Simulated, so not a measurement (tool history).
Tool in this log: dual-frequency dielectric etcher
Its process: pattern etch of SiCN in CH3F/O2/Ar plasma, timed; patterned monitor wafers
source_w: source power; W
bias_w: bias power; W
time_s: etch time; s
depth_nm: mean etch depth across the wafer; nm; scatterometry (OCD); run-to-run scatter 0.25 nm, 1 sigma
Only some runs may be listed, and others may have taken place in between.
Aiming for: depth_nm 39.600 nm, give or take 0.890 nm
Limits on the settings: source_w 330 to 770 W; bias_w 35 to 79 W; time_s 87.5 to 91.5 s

run 1 hour=0.0 | source_w=550 bias_w=57 time_s=87.5 | depth_nm=34.582
run 2 hour=7.5 | source_w=570 bias_w=58 time_s=87.5 | depth_nm=35.636
run 3 hour=9.1 | source_w=580 bias_w=58 time_s=87.5 | depth_nm=35.761
run 4 hour=17.0 | source_w=550 bias_w=58 time_s=87.5 | depth_nm=34.764
run 5 hour=23.7 | source_w=570 bias_w=58 time_s=87.5 | depth_nm=35.173
run 6 hour=28.9 | source_w=590 bias_w=59 time_s=87.5 | depth_nm=36.294
run 7 hour=33.2 | source_w=600 bias_w=59 time_s=87.5 | depth_nm=36.497
run 8 hour=39.6 | source_w=610 bias_w=59 time_s=87.5 | depth_nm=37.133
run 9 hour=45.4 | source_w=620 bias_w=59 time_s=87.5 | depth_nm=37.682
run 10 hour=50.7 | source_w=630 bias_w=59 time_s=87.5 | depth_nm=37.398
run 11 hour=57.9 | source_w=640 bias_w=59 time_s=87.5 | depth_nm=37.742
run 12 hour=65.3 | source_w=650 bias_w=59 time_s=87.5 | depth_nm=38.059
run 13 hour=70.9 | source_w=660 bias_w=59 time_s=87.5 | depth_nm=38.654

Next run, 5 choices. One meets every target within its allowed miss, the rest don't. Which?
run A hour=76.5 | source_w=650 bias_w=61 time_s=89.5 | depth_nm=?
run B hour=76.5 | source_w=670 bias_w=47 time_s=88.0 | depth_nm=?
run C hour=76.5 | source_w=600 bias_w=64 time_s=89.5 | depth_nm=?
run D hour=76.5 | source_w=580 bias_w=63 time_s=90.0 | depth_nm=?
run E hour=76.5 | source_w=650 bias_w=58 time_s=87.5 | depth_nm=?

move=A depth_nm=39.091
move=B depth_nm=37.095
move=C depth_nm=37.822
move=D depth_nm=37.197
move=E depth_nm=37.814
A: hits every target within its allowed miss
B: moves away from the targets compared with the last run
C: moves away from the targets compared with the last run
D: moves away from the targets compared with the last run
E: moves away from the targets compared with the last run
Go with A: it meets all targets.
